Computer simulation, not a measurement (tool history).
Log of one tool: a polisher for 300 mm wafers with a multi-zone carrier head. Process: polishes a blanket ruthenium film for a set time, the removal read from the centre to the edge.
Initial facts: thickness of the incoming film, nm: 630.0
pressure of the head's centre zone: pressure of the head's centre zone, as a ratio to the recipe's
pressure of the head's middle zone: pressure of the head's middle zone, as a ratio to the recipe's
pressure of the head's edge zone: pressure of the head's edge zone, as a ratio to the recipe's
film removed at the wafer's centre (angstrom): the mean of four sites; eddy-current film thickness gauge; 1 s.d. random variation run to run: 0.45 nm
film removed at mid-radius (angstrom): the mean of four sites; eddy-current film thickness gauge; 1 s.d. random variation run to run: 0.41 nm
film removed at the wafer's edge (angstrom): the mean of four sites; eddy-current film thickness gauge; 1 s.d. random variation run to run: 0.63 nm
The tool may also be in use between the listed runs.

run  hour  flow of slurry (ml/min)  pressure of the head's centre zone  pressure of the head's middle zone  pressure of the head's edge zone  polishing time (s)  film removed at the wafer's centre (angstrom)  film removed at mid-radius (angstrom)  film removed at the wafer's edge (angstrom)
  1     0                      135                                   1                                   1                                 1                  89                                         779.51                                 801.26                                       842.04
  2   3.5                      135                                   1                                1.05                                 1                  89                                         777.74                                 821.81                                       835.78
  3   8.3                      130                                0.98                                1.05                              0.98                  83                                          713.5                                 757.95                                        766.6
  4  10.8                      125                                0.95                                1.06                              0.96                  78                                          639.4                                 723.39                                       721.58
     13.5  -- edge zone pressure recalibrated
  5  13.5                      125                                0.94                                1.06                              0.94                  73                                         588.53                                 677.65                                       641.48
  6  18.5                      125                                0.94                                   1                              0.94                  73                                         599.01                                 630.83                                        643.1
  7  22.1                      120                                0.92                                   1                              0.92                  71                                         559.21                                 622.27                                        604.6
  8  27.4                       85                                0.82                                 0.9                              0.84                  65                                         406.42                                 471.01                                       503.13
  9  28.8                       90                                0.82                                0.91                              0.84                  65                                         406.47                                 481.39                                       501.87

What will run 10 give?
 10  35.3                       95                                0.82                                0.92                              0.84                  65                                              ?                                      ?                                            ?

film removed at the wafer's centre (angstrom): 417.73
film removed at mid-radius (angstrom): 497.22
film removed at the wafer's edge (angstrom): 513.95

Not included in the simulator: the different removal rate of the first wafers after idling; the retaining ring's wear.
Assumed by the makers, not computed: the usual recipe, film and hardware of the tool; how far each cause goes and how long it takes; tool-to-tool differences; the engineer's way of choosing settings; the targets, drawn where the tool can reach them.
